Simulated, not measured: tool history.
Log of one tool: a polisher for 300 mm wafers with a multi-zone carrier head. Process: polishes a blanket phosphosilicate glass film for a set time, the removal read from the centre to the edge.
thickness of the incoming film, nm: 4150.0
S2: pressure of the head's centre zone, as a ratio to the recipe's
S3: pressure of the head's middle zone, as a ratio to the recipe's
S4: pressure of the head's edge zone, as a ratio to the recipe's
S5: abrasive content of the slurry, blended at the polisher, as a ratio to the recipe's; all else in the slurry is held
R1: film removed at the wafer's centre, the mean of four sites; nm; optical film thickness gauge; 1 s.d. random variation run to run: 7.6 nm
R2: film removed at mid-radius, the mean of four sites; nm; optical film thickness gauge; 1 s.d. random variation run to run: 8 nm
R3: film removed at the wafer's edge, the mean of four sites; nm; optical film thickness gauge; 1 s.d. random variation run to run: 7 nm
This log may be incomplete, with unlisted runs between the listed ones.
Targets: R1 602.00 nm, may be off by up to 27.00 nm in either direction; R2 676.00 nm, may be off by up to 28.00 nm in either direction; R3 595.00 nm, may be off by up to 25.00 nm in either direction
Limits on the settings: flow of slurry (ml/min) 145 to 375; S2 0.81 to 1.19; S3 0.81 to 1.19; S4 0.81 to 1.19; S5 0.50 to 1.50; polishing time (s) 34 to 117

run 1 hour=0.0 | flow_of_slurry_(ml/min)=240 S2=1.00 S3=1.00 S4=1.00 S5=1.00 polishing_time_(s)=75 | R1=519.50 R2=538.61 R3=523.24
run 2 hour=1.2 | flow_of_slurry_(ml/min)=245 S2=1.01 S3=1.03 S4=1.01 S5=1.05 polishing_time_(s)=75 | R1=516.57 R2=573.56 R3=547.16
run 3 hour=7.9 | flow_of_slurry_(ml/min)=245 S2=1.01 S3=1.03 S4=1.01 S5=1.05 polishing_time_(s)=67 | R1=482.09 R2=503.48 R3=481.04
run 4 hour=13.3 | flow_of_slurry_(ml/min)=245 S2=1.01 S3=1.09 S4=1.01 S5=1.05 polishing_time_(s)=67 | R1=479.92 R2=527.47 R3=491.51
run 5 hour=20.7 | flow_of_slurry_(ml/min)=245 S2=1.01 S3=1.09 S4=1.01 S5=1.05 polishing_time_(s)=50 | R1=343.49 R2=397.92 R3=369.86
run 6 hour=23.9 | flow_of_slurry_(ml/min)=255 S2=1.03 S3=1.11 S4=1.02 S5=1.15 polishing_time_(s)=53 | R1=392.06 R2=456.37 R3=406.87
run 7 hour=29.5 | flow_of_slurry_(ml/min)=250 S2=1.04 S3=1.11 S4=1.04 S5=1.20 polishing_time_(s)=56 | R1=425.73 R2=473.29 R3=434.37
run 8 hour=34.8 | flow_of_slurry_(ml/min)=260 S2=1.04 S3=1.12 S4=1.05 S5=1.25 polishing_time_(s)=58 | R1=456.01 R2=505.77 R3=467.10
run 9 hour=42.7 | flow_of_slurry_(ml/min)=270 S2=1.04 S3=1.13 S4=1.05 S5=1.30 polishing_time_(s)=60 | R1=485.14 R2=543.09 R3=489.10
run 10 hour=50.5 | flow_of_slurry_(ml/min)=275 S2=1.04 S3=1.14 S4=1.06 S5=1.35 polishing_time_(s)=61 | R1=496.71 R2=567.55 R3=505.03
run 11 hour=55.4 | flow_of_slurry_(ml/min)=280 S2=1.05 S3=1.15 S4=1.07 S5=1.40 polishing_time_(s)=62 | R1=513.52 R2=589.56 R3=512.12
run 12 hour=59.8 | flow_of_slurry_(ml/min)=280 S2=1.05 S3=1.15 S4=1.08 S5=1.40 polishing_time_(s)=64 | R1=519.19 R2=598.18 R3=524.02

Next run, 4 choices. One meets every target within its allowed miss, the rest don't. Which?
run A hour=64.2 | flow_of_slurry_(ml/min)=290 S2=0.87 S3=1.19 S4=1.12 S5=1.35 polishing_time_(s)=65 | R1=? R2=? R3=?
run B hour=64.2 | flow_of_slurry_(ml/min)=300 S2=1.05 S3=1.14 S4=1.05 S5=1.50 polishing_time_(s)=70 | R1=? R2=? R3=?
run C hour=64.2 | flow_of_slurry_(ml/min)=280 S2=1.14 S3=1.06 S4=1.11 S5=1.35 polishing_time_(s)=65 | R1=? R2=? R3=?
run D hour=64.2 | flow_of_slurry_(ml/min)=345 S2=1.12 S3=1.02 S4=1.00 S5=1.50 polishing_time_(s)=69 | R1=? R2=? R3=?

move=A R1=435.60 R2=624.03 R3=541.87
move=B R1=589.65 R2=672.89 R3=592.60
move=C R1=569.74 R2=562.68 R3=539.87
move=D R1=626.78 R2=609.18 R3=579.49
A: moves away from the targets compared with the last run
B: hits every target within its allowed miss
C: moves away from the targets compared with the last run
D: brings the last run's worst result on target, with another outside its allowed miss
Correct choice: B, which meets every target
